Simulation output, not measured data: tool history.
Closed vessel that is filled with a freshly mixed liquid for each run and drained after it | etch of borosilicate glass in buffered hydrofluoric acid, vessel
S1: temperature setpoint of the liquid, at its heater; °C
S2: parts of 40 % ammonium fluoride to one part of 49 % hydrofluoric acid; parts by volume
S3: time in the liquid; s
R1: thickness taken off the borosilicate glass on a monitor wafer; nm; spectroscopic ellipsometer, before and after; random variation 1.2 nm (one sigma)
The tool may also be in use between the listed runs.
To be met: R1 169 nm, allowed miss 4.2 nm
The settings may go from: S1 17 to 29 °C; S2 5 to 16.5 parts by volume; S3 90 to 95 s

run 1 hour=0 | S1=21 S2=10 S3=90 | R1=119.93
run 2 hour=7.6 | S1=18 S2=10 S3=90 | R1=102.3
run 3 hour=12.3 | S1=20.5 S2=10 S3=90 | R1=116.91
run 4 hour=19.8 | S1=22.5 S2=10 S3=90 | R1=129.93
run 5 hour=24.9 | S1=22.5 S2=11.5 S3=90 | R1=113.39
run 6 hour=31 | S1=24 S2=11.5 S3=90 | R1=123.72
run 7 hour=32 | S1=25.5 S2=11.5 S3=90 | R1=133.02
run 8 hour=41 | S1=26.5 S2=11.5 S3=90 | R1=139.66
run 9 hour=49.4 | S1=27 S2=11.5 S3=90 | R1=144.15
run 10 hour=51.7 | S1=27.5 S2=11.5 S3=90 | R1=147.28
run 11 hour=58.2 | S1=28 S2=11.5 S3=90 | R1=149.9
run 12 hour=66.1 | S1=29 S2=10.5 S3=90 | R1=173.88

Which of these 4 next moves meets every target?
run A hour=74 | S1=27.5 S2=10 S3=95 | R1=?
run B hour=74 | S1=28 S2=9.5 S3=90 | R1=?
run C hour=74 | S1=28.5 S2=10.5 S3=90 | R1=?
run D hour=74 | S1=29 S2=11 S3=95 | R1=?

move=A R1=179.07
move=B R1=179.97
move=C R1=170.36
move=D R1=176.31
A: further off than the last run
B: further off than the last run
C: meets every target
D: further off than the last run
Answer: C
